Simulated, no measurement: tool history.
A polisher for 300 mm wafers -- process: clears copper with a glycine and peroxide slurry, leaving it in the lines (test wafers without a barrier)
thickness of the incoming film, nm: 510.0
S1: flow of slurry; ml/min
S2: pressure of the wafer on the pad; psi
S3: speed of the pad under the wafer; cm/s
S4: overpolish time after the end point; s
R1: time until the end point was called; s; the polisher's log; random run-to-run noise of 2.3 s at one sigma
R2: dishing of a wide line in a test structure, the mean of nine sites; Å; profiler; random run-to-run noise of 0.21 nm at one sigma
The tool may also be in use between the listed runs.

run  hour   S1   S2   S3  S4      R1      R2
  1   0.0  160  3.4   98  26  101.69  728.99
  2   4.9  150  3.0   94  23  121.14  580.73
  3   8.2  140  2.7   94  20  137.39  469.01
  4  10.1  130  2.5   96  18  140.82  407.91
  5  18.8  130  2.5   96   9  144.57  218.57
  6  22.9  145  2.3   96   9  150.59  208.13
  7  26.4  150  2.3   96   9  149.10  210.57
     30.9  -- worn pad replaced by a new one
  8  30.9  105  1.6  114   8  171.90  163.43

Predict the results of run 9:
  9  38.3  110  1.6  114   8   ?   ?

{"run 9": {"R1": 167.63, "R2": 168.41}}

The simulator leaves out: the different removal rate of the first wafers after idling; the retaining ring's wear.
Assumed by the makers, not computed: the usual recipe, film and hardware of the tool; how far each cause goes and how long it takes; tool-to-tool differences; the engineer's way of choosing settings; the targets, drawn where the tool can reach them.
